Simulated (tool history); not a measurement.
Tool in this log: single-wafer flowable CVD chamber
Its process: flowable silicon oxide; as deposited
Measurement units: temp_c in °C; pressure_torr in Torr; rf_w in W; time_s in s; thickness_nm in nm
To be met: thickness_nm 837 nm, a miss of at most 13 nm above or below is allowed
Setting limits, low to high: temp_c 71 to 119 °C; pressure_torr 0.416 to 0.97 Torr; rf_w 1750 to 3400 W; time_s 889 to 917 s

run	hour	temp_c	pressure_torr	rf_w	time_s	thickness_nm
1	0	95	0.693	2575	889	571.03
2	1.9	95	0.693	2810	889	574.94
3	9.1	91	0.693	2810	889	669.97
4	16.2	89	0.693	2810	889	715.9
5	20.1	94	0.693	2810	889	593.38
6	24.3	91	0.693	2810	889	668.13
7	27.8	89	0.693	2810	889	717.54
8	30.9	88	0.693	2810	889	737.4
9	34.9	87	0.693	2810	889	764.54
10	42.5	86	0.693	2810	889	793.58
11	47.6	85	0.693	2810	889	819.16

Which single option among these 5 for the next run brings every result within its allowed miss of target? Just one does.
A	52.7	95	0.924	3400	917	?
B	52.7	87	0.718	2750	902	?
C	52.7	84	0.673	2805	903	?
D	52.7	83	0.627	2860	891	?
E	52.7	86	0.681	2840	897	?

move	thickness_nm
A	792.63
B	804.39
C	839.53
D	802.83
E	788.12
A: moves away from the targets compared with the last run
B: moves away from the targets compared with the last run
C: meets every target
D: moves away from the targets compared with the last run
E: moves away from the targets compared with the last run
Correct choice: C, which meets every target
